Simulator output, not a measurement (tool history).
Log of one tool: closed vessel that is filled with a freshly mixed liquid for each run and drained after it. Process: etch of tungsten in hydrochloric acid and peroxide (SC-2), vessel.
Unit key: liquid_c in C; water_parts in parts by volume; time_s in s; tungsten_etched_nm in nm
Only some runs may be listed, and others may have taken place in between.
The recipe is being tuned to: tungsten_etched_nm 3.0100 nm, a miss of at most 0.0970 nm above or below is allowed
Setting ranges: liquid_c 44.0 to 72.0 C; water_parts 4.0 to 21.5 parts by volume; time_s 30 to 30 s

{"run": 1, "hour": 0.0, "liquid_c": 60.0, "water_parts": 12.0, "time_s": 30, "tungsten_etched_nm": 6.6002}
{"run": 2, "hour": 2.8, "liquid_c": 57.5, "water_parts": 12.0, "time_s": 30, "tungsten_etched_nm": 5.6743}
{"run": 3, "hour": 11.4, "liquid_c": 56.0, "water_parts": 12.0, "time_s": 30, "tungsten_etched_nm": 5.1353}
{"run": 4, "hour": 13.2, "liquid_c": 55.0, "water_parts": 12.0, "time_s": 30, "tungsten_etched_nm": 4.7089}
{"run": 5, "hour": 15.7, "liquid_c": 61.5, "water_parts": 12.0, "time_s": 30, "tungsten_etched_nm": 7.2158}
{"run": 6, "hour": 21.5, "liquid_c": 61.5, "water_parts": 12.0, "time_s": 30, "tungsten_etched_nm": 7.2992}
{"run": 7, "hour": 25.9, "liquid_c": 59.5, "water_parts": 12.0, "time_s": 30, "tungsten_etched_nm": 6.4115}
{"run": 8, "hour": 33.7, "liquid_c": 58.0, "water_parts": 12.0, "time_s": 30, "tungsten_etched_nm": 5.8713}
{"run": 9, "hour": 36.8, "liquid_c": 56.5, "water_parts": 12.0, "time_s": 30, "tungsten_etched_nm": 5.3252}
{"run": 10, "hour": 41.0, "liquid_c": 55.5, "water_parts": 12.0, "time_s": 30, "tungsten_etched_nm": 4.9349}

Consider the 5 candidate settings below. Which is the only one whose results all fall within their allowed miss of target?
{"run": "A", "hour": 45.2, "liquid_c": 56.0, "water_parts": 10.0, "time_s": 30, "tungsten_etched_nm": "?"}
{"run": "B", "hour": 45.2, "liquid_c": 50.0, "water_parts": 17.5, "time_s": 30, "tungsten_etched_nm": "?"}
{"run": "C", "hour": 45.2, "liquid_c": 47.5, "water_parts": 15.5, "time_s": 30, "tungsten_etched_nm": "?"}
{"run": "D", "hour": 45.2, "liquid_c": 44.5, "water_parts": 9.0, "time_s": 30, "tungsten_etched_nm": "?"}
{"run": "E", "hour": 45.2, "liquid_c": 46.5, "water_parts": 14.0, "time_s": 30, "tungsten_etched_nm": "?"}

move=A tungsten_etched_nm=6.0123
move=B tungsten_etched_nm=2.4981
move=C tungsten_etched_nm=2.3532
move=D tungsten_etched_nm=3.0495
move=E tungsten_etched_nm=2.4047
A: its largest miss is bigger than the last run's
B: pushes the last run's worst result past its target
C: pushes the last run's worst result past its target
D: in spec on every target
E: pushes the last run's worst result past its target
Answer: D
